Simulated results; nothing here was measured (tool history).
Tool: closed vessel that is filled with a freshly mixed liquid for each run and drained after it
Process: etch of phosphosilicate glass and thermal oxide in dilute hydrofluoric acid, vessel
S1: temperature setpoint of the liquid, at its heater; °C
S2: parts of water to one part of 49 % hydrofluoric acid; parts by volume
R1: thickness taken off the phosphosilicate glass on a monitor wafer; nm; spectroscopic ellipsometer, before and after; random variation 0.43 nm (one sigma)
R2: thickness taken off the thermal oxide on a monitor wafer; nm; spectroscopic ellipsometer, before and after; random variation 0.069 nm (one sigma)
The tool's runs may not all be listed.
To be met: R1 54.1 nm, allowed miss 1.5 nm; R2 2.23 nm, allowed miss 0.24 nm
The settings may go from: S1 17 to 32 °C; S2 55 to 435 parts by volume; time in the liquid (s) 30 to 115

{"run": 1, "hour": 0.0, "S1": 24, "S2": 245, "time in the liquid (s)": 60, "R1": 22.459, "R2": 0.94505}
{"run": 2, "hour": 4.8, "S1": 24, "S2": 245, "time in the liquid (s)": 70, "R1": 25.737, "R2": 1.0896}
{"run": 3, "hour": 9.9, "S1": 22.5, "S2": 245, "time in the liquid (s)": 70, "R1": 24.545, "R2": 1.0181}
{"run": 4, "hour": 14.5, "S1": 22.5, "S2": 165, "time in the liquid (s)": 70, "R1": 39.826, "R2": 1.6872}
{"run": 5, "hour": 17.1, "S1": 23.5, "S2": 165, "time in the liquid (s)": 70, "R1": 40.779, "R2": 1.7333}
{"run": 6, "hour": 25.8, "S1": 26.5, "S2": 165, "time in the liquid (s)": 70, "R1": 46.159, "R2": 1.9923}
{"run": 7, "hour": 27.3, "S1": 27, "S2": 165, "time in the liquid (s)": 70, "R1": 46.385, "R2": 1.8743}
{"run": 8, "hour": 31.4, "S1": 27.5, "S2": 165, "time in the liquid (s)": 70, "R1": 47.597, "R2": 2.1211}
{"run": 9, "hour": 35.9, "S1": 28, "S2": 155, "time in the liquid (s)": 70, "R1": 51.824, "R2": 2.1019}

Which of these 4 next moves meets every target?
{"run": "A", "hour": 40.4, "S1": 31, "S2": 175, "time in the liquid (s)": 75, "R1": "?", "R2": "?"}
{"run": "B", "hour": 40.4, "S1": 32, "S2": 100, "time in the liquid (s)": 35, "R1": "?", "R2": "?"}
{"run": "C", "hour": 40.4, "S1": 28.5, "S2": 190, "time in the liquid (s)": 85, "R1": "?", "R2": "?"}
{"run": "D", "hour": 40.4, "S1": 17, "S2": 175, "time in the liquid (s)": 115, "R1": "?", "R2": "?"}

move=A R1=53.407 R2=2.052
move=B R1=50.142 R2=1.9265
move=C R1=50.116 R2=1.9255
move=D R1=48.375 R2=1.8586
A: meets every target
B: further off than the last run
C: further off than the last run
D: further off than the last run
Answer: A

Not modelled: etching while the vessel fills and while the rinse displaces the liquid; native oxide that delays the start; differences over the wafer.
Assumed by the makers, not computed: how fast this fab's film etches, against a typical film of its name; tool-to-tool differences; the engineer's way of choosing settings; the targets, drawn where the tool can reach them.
